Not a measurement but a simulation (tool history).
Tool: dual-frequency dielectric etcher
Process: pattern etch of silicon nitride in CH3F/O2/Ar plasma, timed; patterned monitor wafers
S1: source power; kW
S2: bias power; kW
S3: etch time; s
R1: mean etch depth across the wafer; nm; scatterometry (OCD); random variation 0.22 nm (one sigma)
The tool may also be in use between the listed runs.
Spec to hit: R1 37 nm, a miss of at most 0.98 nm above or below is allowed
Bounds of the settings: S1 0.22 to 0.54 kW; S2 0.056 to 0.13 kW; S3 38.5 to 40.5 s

run 1 day=0 | S1=0.38 S2=0.093 S3=38.5 | R1=30.734
run 2 day=0.096 | S1=0.31 S2=0.093 S3=38.5 | R1=27.336
run 3 day=0.329 | S1=0.31 S2=0.08 S3=38.5 | R1=26.129
run 4 day=0.483 | S1=0.34 S2=0.082 S3=38.5 | R1=27.917
run 5 day=0.638 | S1=0.36 S2=0.083 S3=38.5 | R1=28.538
run 6 day=0.942 | S1=0.36 S2=0.067 S3=38.5 | R1=27.049
run 7 day=1.279 | S1=0.38 S2=0.069 S3=38.5 | R1=28.116
run 8 day=1.596 | S1=0.46 S2=0.087 S3=39.5 | R1=34.155
run 9 day=1.888 | S1=0.47 S2=0.087 S3=39.5 | R1=34.971
run 10 day=2.196 | S1=0.48 S2=0.087 S3=39.5 | R1=35.305
run 11 day=2.371 | S1=0.5 S2=0.088 S3=39.5 | R1=35.87

Exercise: of the 4 proposed moves below, exactly one satisfies all targets within the stated allowed misses. Which move is it?
run A day=2.546 | S1=0.54 S2=0.078 S3=38.5 | R1=?
run B day=2.546 | S1=0.49 S2=0.093 S3=40 | R1=?
run C day=2.546 | S1=0.49 S2=0.085 S3=40 | R1=?
run D day=2.546 | S1=0.47 S2=0.091 S3=38.5 | R1=?

move=A R1=34.939
move=B R1=36.59
move=C R1=35.56
move=D R1=34.266
A: its largest miss is bigger than the last run's
B: hits every target within its allowed miss
C: its largest miss is bigger than the last run's
D: its largest miss is bigger than the last run's
Correct choice: B, which meets every target
